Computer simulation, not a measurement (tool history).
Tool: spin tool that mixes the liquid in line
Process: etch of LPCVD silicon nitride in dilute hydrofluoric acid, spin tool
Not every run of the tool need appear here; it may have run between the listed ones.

| run | day | temperature setpoint of the liquid (K) | parts of water to one part of 49 % hydrofluoric acid (parts by volume) | time under the liquid (s) | thickness taken off the LPCVD silicon nitride on a monitor wafer (Å) |
|---|---|---|---|---|---|
| 1 | 0.000 | 295.15 | 105 | 305 | 13.5890 |
| 2 | 0.138 | 295.15 | 105 | 325 | 14.2330 |
| 3 | 0.392 | 294.65 | 110 | 320 | 12.1190 |
| 4 | 0.746 | 294.65 | 125 | 320 | 11.3780 |
| 5 | 1.021 | 294.15 | 125 | 320 | 11.1440 |
| 6 | 1.200 | 293.65 | 130 | 320 | 10.3710 |
| 7 | 1.283 | 293.15 | 130 | 320 | 9.9517 |

Forecast run 8:
| 8 | 1.396 | 292.65 | 130 | 320 | ? |

{"run 8": {"thickness taken off the LPCVD silicon nitride on a monitor wafer (Å)": 9.6183}}
